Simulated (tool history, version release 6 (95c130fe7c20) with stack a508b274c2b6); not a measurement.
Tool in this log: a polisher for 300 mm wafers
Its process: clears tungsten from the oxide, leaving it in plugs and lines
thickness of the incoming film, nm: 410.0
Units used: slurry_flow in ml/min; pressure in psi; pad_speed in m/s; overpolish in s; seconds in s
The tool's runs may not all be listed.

Run 1, hour 0: slurry_flow 280 ml/min, pressure 3.5 psi, pad_speed 0.98 m/s, slurry_solids 1, overpolish 9 s. Result: seconds 93.155 s.
Run 2, hour 8: slurry_flow 280 ml/min, pressure 3.5 psi, pad_speed 1.06 m/s, slurry_solids 1, overpolish 9 s. Result: seconds 87.021 s.
Run 3, hour 15.4: slurry_flow 280 ml/min, pressure 3.5 psi, pad_speed 1.16 m/s, slurry_solids 1, overpolish 9 s. Result: seconds 81.313 s.
Run 4, hour 22.6: slurry_flow 280 ml/min, pressure 2.9 psi, pad_speed 1.1 m/s, slurry_solids 1, overpolish 9 s. Result: seconds 99.419 s.
Run 5, hour 24.5: slurry_flow 280 ml/min, pressure 2.5 psi, pad_speed 1.06 m/s, slurry_solids 1, overpolish 9 s. Result: seconds 116.33 s.
Run 6, hour 32.1: slurry_flow 280 ml/min, pressure 2.5 psi, pad_speed 1.2 m/s, slurry_solids 1, overpolish 9 s. Result: seconds 104.76 s.
Run 7, hour 37.8: slurry_flow 280 ml/min, pressure 2.2 psi, pad_speed 1.14 m/s, slurry_solids 1, overpolish 9 s. Result: seconds 121.55 s.

Forecast run 8:
Run 8, hour 41.4: slurry_flow 280 ml/min, pressure 2 psi, pad_speed 1.1 m/s, slurry_solids 1, overpolish 9 s. Result: seconds ?.

{"run 8": {"seconds": 137.03}}
